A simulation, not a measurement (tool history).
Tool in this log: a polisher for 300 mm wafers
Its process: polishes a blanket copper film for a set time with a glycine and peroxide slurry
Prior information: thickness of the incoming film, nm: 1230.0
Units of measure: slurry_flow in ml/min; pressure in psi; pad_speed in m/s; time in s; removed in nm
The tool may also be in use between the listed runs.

run	hour	slurry_flow	pressure	pad_speed	time	removed
1	0	260	1.8	1.08	36	169.01
2	8.2	260	2.2	1.08	36	197.08
3	10.5	260	2.1	1.08	36	192.86
4	16.6	260	2.3	1.08	36	204.46
5	22.8	260	2.3	1.08	36	200.12
6	24	260	2.2	1.06	36	197.99
7	26	260	2.2	1.06	36	196.63
8	29.1	260	2.1	1.06	36	186
9	33.8	260	2	1.06	36	178.56
10	38.7	260	1.9	1.06	36	172.5
11	44.1	260	1.8	1.06	36	166.56
12	49	260	1.7	1.06	36	161.36

Estimate the outcome of run 13 from the log above:
13	54.2	260	1.6	1.06	36	?

Logged for run 13: removed 151.96 nm.
